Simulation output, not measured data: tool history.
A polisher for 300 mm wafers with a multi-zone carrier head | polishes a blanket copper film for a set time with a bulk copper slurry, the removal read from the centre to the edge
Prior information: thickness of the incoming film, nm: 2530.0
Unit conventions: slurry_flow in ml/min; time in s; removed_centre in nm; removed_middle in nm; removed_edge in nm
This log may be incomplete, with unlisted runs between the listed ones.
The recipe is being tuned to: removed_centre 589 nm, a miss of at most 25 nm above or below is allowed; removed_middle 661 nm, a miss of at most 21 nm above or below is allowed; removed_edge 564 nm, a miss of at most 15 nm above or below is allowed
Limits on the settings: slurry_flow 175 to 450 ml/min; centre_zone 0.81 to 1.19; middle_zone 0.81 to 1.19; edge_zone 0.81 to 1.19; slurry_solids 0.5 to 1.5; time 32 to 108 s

run	hour	slurry_flow	centre_zone	middle_zone	edge_zone	slurry_solids	time	removed_centre	removed_middle	removed_edge
1	0	290	1	1	1	1	70	585.94	572.17	611.34
2	7.3	295	1	1.02	0.98	1	70	591.77	584.95	596.12
3	16.1	300	1	1.04	0.97	1	70	592.81	590.17	597.4
4	24.3	300	1	1.04	0.97	1	85	723.22	733.81	718.08
5	29.1	300	1	1.04	0.89	1	85	718.59	735.72	689.83
6	34.7	300	0.99	1.05	0.88	0.95	84	698.54	727.03	677.54
7	41.1	300	0.99	1.06	0.87	0.9	83	677.22	711.81	654.33
8	46.2	300	0.99	1.07	0.86	0.85	83	672.35	708.14	653.62
9	52.5	300	0.99	1.08	0.85	0.85	82	656.49	700.52	639.42
10	59.5	300	0.99	1.09	0.84	0.8	81	642.29	686.25	615.37
11	64.5	300	0.99	1.1	0.84	0.75	81	642.02	694.66	610.61
12	73.4	295	0.99	1.1	0.84	0.7	81	629.38	674.03	599.83
13	77.9	290	0.99	1.11	0.84	0.7	81	646.55	679.04	601.51
14	78.9	290	0.98	1.12	0.84	0.7	81	626.8	686.16	593.94
15	80.2	285	0.98	1.12	0.84	0.7	81	627.19	692.9	596.17
16	87.2	280	0.98	1.12	0.84	0.7	81	627.66	677.86	605.63
17	92.4	285	0.98	1.12	0.84	0.7	81	618.52	692.91	598.21

4 candidate next runs follow, results not yet known. Just one meets every target within its allowed miss. Identify it.
A	97.6	275	0.87	1.08	0.92	0.65	88	?	?	?
B	97.6	290	0.87	1.06	0.88	0.7	82	?	?	?
C	97.6	300	0.98	1.06	0.87	0.5	86	?	?	?
D	97.6	305	0.97	1.12	0.81	0.6	80	?	?	?

move	removed_centre	removed_middle	removed_edge
A	575.35	713.53	669.7
B	546.31	666.57	622.2
C	612.14	661.8	614.43
D	582.27	666.43	571.11
A: the biggest miss grows against the last run
B: the biggest miss grows against the last run
C: the biggest miss grows against the last run
D: all results in spec
D meets every target.

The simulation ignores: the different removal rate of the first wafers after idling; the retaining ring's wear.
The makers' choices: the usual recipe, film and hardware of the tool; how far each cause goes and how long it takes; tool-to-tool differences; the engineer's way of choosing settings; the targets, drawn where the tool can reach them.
